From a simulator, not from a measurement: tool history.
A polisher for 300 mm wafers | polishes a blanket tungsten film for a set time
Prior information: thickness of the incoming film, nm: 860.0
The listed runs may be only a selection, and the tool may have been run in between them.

| run | hour | flow of slurry (ml/min) | pressure of the wafer on the pad (kPa) | speed of the pad under the wafer (m/s) | abrasive content of the slurry | polishing time (s) | film removed (angstrom) |
|---|---|---|---|---|---|---|---|
| 1 | 0.0 | 295 | 26.2 | 1.16 | 1.0 | 75 | 3631.4 |
| 2 | 3.6 | 295 | 28.3 | 1.16 | 1.0 | 75 | 3993.0 |
| 3 | 7.6 | 295 | 29.6 | 1.16 | 1.0 | 75 | 4259.9 |
| 4 | 10.4 | 295 | 29.6 | 1.16 | 1.0 | 79 | 4481.6 |
| 5 | 19.0 | 295 | 29.6 | 0.90 | 1.0 | 79 | 3480.1 |
| 6 | 26.5 | 295 | 31.7 | 0.90 | 1.0 | 79 | 3669.3 |
| 7 | 34.0 | 295 | 33.1 | 0.92 | 1.0 | 79 | 4042.6 |
| 8 | 35.3 | 295 | 34.5 | 0.92 | 1.0 | 79 | 4124.0 |
| 9 | 35.9 | 295 | 35.9 | 0.94 | 1.0 | 79 | 4326.8 |
| 10 | 40.3 | 295 | 36.5 | 0.96 | 1.0 | 79 | 4513.7 |

Forecast run 11:
| 11 | 47.8 | 295 | 37.2 | 0.98 | 1.0 | 79 | ? |

film removed (angstrom): 4566.8

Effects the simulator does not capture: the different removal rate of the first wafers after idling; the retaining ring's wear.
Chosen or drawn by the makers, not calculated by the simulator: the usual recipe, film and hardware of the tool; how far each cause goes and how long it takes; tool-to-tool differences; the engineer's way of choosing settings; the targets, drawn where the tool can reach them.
